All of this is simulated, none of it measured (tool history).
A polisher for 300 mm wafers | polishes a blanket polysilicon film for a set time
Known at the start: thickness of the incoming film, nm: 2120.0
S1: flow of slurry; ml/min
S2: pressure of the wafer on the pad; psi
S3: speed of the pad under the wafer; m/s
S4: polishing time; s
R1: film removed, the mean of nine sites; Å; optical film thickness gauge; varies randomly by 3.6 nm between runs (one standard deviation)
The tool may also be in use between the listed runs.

run    day   S1   S2    S3   S4       R1
  1  0.000  305  3.3  0.94  116   8641.7
  2  0.204  305  3.3  1.10  116   9670.8
  3  0.242  305  3.3  1.10  121  10058.0
  4  0.275  305  3.7  1.10  121  11255.0
  5  0.596  305  3.3  1.06  121   9787.7
  6  0.717  305  3.0  1.04  121   8886.9
  7  0.967  305  2.7  1.02  121   7866.5
  8  1.267  305  2.5  1.02  121   7394.4
  9  1.442  305  2.3  1.02  121   6792.5
 10  1.729  305  2.2  1.02  121   6485.9
 11  1.996  305  2.1  1.02  121   6303.9
 12  2.108  305  2.0  1.02  121   5906.7

Expected results for the next run?
 13  2.138  305  1.9  1.02  121   ?

Logged for run 13: R1 5691.9 Å.
